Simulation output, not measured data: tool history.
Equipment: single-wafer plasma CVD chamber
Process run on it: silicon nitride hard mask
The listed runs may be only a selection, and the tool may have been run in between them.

run  hour  heater temperature setpoint (K)  chamber pressure (mTorr)  RF power (W)  deposition time (s)  mean film thickness on the monitor wafer (nm)
  1     0                           688.15                      1490           305                 38.2                                         40.657
  2   4.9                           696.15                      1490           305                 38.2                                         40.596
  3   6.6                           687.15                      1490           305                 38.2                                         40.715
  4  13.4                           687.15                      1630           315                 38.2                                          43.43
  5  19.9                           687.15                      1730           315                 38.2                                         44.239
  6  21.3                           687.15                      1820           320                 38.2                                         45.642
  7  25.3                           687.15                      1880           320                 38.2                                         46.044

Estimate the outcome of run 8 from the log above:
  8  26.3                           687.15                      1930           320                 38.2                                              ?

Run 8 yielded mean film thickness on the monitor wafer (nm) 46.22.
